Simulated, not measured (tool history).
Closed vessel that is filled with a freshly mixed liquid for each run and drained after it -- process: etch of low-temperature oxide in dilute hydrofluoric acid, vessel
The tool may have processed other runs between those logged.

| run | day | temperature setpoint of the liquid (C) | parts of water to one part of 49 % hydrofluoric acid (parts by volume) | time in the liquid (s) | thickness taken off the low-temperature oxide on a monitor wafer (angstrom) |
|---|---|---|---|---|---|
| 1 | 0 | 22 | 135 | 100 | 105.79 |
| 2 | 0.225 | 21 | 135 | 100 | 100.99 |
| 3 | 0.521 | 21 | 135 | 105 | 105.41 |
| 4 | 0.571 | 20 | 135 | 105 | 101.48 |
| 5 | 0.933 | 19.5 | 135 | 105 | 99.361 |
| 6 | 1.238 | 19.5 | 120 | 105 | 114.52 |
| 7 | 1.296 | 19.5 | 120 | 105 | 114.76 |

Estimate the outcome of run 8 from the log above:
| 8 | 1.492 | 19 | 125 | 105 | ? |

thickness taken off the low-temperature oxide on a monitor wafer (angstrom): 107.16
